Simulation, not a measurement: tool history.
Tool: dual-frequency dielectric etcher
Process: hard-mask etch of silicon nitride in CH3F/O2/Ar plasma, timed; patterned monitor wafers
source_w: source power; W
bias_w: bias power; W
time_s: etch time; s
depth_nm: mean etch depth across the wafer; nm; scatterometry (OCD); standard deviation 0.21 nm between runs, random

| run | day | source_w | bias_w | time_s | depth_nm |
|---|---|---|---|---|---|
| 1 | 0.000 | 290 | 78 | 102.5 | 67.251 |
| 2 | 0.033 | 290 | 78 | 94.0 | 61.776 |
| 3 | 0.129 | 290 | 78 | 94.0 | 61.598 |
| 4 | 0.350 | 270 | 73 | 94.0 | 58.843 |
| 5 | 0.404 | 250 | 70 | 94.0 | 56.112 |
| 6 | 0.692 | 250 | 70 | 94.0 | 56.201 |
| 7 | 0.858 | 240 | 68 | 94.0 | 54.888 |

The next listed run, before its measurement:
| 8 | 1.192 | 230 | 66 | 94.0 | ? |

Run 8 gave depth_nm 53.703 nm.

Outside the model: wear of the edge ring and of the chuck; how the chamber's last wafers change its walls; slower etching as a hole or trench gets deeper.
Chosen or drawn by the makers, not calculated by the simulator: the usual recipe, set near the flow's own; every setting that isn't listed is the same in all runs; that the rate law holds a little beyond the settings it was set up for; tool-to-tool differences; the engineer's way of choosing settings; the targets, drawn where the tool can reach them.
